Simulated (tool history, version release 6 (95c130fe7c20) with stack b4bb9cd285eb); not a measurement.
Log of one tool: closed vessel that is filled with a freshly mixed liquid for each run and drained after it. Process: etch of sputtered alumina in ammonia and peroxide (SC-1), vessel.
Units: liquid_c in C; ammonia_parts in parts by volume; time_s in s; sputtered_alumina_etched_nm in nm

| run | hour | liquid_c | ammonia_parts | time_s | sputtered_alumina_etched_nm |
|---|---|---|---|---|---|
| 1 | 0.0 | 62.0 | 0.45 | 50 | 6.0936 |
| 2 | 1.6 | 62.5 | 0.45 | 50 | 6.2615 |
| 3 | 2.8 | 63.0 | 0.45 | 50 | 6.4660 |
| 4 | 5.4 | 63.0 | 0.45 | 35 | 4.4129 |
| 5 | 8.3 | 64.0 | 0.45 | 35 | 4.6974 |
| 6 | 14.7 | 65.0 | 0.50 | 35 | 4.8963 |
| 7 | 19.6 | 65.5 | 0.45 | 35 | 5.0611 |
| 8 | 28.1 | 66.0 | 0.45 | 35 | 5.2488 |
| 9 | 29.4 | 66.5 | 0.45 | 35 | 5.3497 |
| 10 | 35.2 | 66.5 | 0.45 | 35 | 5.3834 |

Forecast run 11:
| 11 | 44.5 | 70.0 | 0.50 | 50 | ? |

Run 11 gave sputtered_alumina_etched_nm 9.0964 nm.

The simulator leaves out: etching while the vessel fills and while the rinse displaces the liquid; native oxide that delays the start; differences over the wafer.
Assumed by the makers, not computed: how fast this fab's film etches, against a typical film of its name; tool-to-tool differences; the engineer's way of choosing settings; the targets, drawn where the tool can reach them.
